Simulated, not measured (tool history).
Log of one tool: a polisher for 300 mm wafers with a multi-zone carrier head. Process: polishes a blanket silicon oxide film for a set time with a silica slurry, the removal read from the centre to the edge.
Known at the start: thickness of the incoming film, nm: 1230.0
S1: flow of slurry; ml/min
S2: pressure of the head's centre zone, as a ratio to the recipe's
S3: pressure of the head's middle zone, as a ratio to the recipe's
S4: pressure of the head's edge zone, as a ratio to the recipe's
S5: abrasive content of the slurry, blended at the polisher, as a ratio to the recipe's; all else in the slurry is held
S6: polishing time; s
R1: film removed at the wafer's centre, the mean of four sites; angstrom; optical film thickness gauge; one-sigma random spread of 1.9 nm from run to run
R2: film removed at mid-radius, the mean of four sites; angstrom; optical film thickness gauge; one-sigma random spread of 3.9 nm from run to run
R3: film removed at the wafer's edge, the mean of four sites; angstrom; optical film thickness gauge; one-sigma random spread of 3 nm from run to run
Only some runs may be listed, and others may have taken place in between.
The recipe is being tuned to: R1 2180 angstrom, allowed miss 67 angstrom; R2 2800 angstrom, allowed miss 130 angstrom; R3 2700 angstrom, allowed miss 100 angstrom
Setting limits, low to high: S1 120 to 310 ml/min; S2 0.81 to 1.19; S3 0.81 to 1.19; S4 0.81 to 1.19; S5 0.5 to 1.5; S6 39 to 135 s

Run 1, hour 0: S1 200 ml/min, S2 1, S3 1, S4 1, S5 1, S6 87 s. Result: R1 2676.9 angstrom, R2 2687.3 angstrom, R3 2643.9 angstrom.
Run 2, hour 2.7: S1 200 ml/min, S2 1, S3 1, S4 1.04, S5 1, S6 87 s. Result: R1 2683.9 angstrom, R2 2747.8 angstrom, R3 2660.1 angstrom.
Run 3, hour 8.1: S1 185 ml/min, S2 0.95, S3 1, S4 1.05, S5 1, S6 87 s. Result: R1 2548.6 angstrom, R2 2649.6 angstrom, R3 2653.5 angstrom.
Run 4, hour 13.1: S1 175 ml/min, S2 0.91, S3 1.03, S4 1.09, S5 1, S6 87 s. Result: R1 2392 angstrom, R2 2691.8 angstrom, R3 2736.3 angstrom.
Run 5, hour 20.9: S1 175 ml/min, S2 0.91, S3 1.03, S4 1.09, S5 1, S6 72 s. Result: R1 1997.2 angstrom, R2 2213.6 angstrom, R3 2219.3 angstrom.
Run 6, hour 25.9: S1 185 ml/min, S2 0.9, S3 1.06, S4 1.11, S5 1.05, S6 72 s. Result: R1 2032.4 angstrom, R2 2363.9 angstrom, R3 2315.7 angstrom.
Run 7, hour 26.8: S1 195 ml/min, S2 0.89, S3 1.07, S4 1.13, S5 1.1, S6 72 s. Result: R1 2058 angstrom, R2 2443.9 angstrom, R3 2433.7 angstrom.
Run 8, hour 31.8: S1 210 ml/min, S2 0.89, S3 1.09, S4 1.15, S5 1.1, S6 72 s. Result: R1 2099.3 angstrom, R2 2551.5 angstrom, R3 2493.5 angstrom.
Run 9, hour 36.8: S1 220 ml/min, S2 0.89, S3 1.1, S4 1.16, S5 1.1, S6 72 s. Result: R1 2133.9 angstrom, R2 2512.7 angstrom, R3 2489.9 angstrom.
Run 10, hour 43.6: S1 220 ml/min, S2 0.88, S3 1.11, S4 1.17, S5 1.15, S6 72 s. Result: R1 2134.4 angstrom, R2 2654.9 angstrom, R3 2512.5 angstrom.

5 candidate next runs follow, results not yet known. Just one meets every target within its allowed miss. Identify it.
Run A, hour 50.4: S1 215 ml/min, S2 0.93, S3 1.15, S4 1.13, S5 1.2, S6 70 s. Result: R1 ?, R2 ?, R3 ?.
Run B, hour 50.4: S1 260 ml/min, S2 0.96, S3 1.15, S4 1.12, S5 1.25, S6 64 s. Result: R1 ?, R2 ?, R3 ?.
Run C, hour 50.4: S1 235 ml/min, S2 0.87, S3 1.17, S4 1.19, S5 1.25, S6 71 s. Result: R1 ?, R2 ?, R3 ?.
Run D, hour 50.4: S1 235 ml/min, S2 0.93, S3 1.1, S4 1.08, S5 1.3, S6 64 s. Result: R1 ?, R2 ?, R3 ?.
Run E, hour 50.4: S1 185 ml/min, S2 0.86, S3 1.1, S4 1.19, S5 1.1, S6 73 s. Result: R1 ?, R2 ?, R3 ?.

move      R1      R2      R3
   A  2202.4  2685.3  2482.8
   B  2175.8  2561.5  2343.4
   C  2155.8  2847.8  2656.8
   D  2112.3  2480.4  2318.9
   E    1985  2533.8  2512.6
A: its largest miss is bigger than the last run's
B: its largest miss is bigger than the last run's
C: each result inside its tolerance
D: its largest miss is bigger than the last run's
E: its largest miss is bigger than the last run's
The right move is C.

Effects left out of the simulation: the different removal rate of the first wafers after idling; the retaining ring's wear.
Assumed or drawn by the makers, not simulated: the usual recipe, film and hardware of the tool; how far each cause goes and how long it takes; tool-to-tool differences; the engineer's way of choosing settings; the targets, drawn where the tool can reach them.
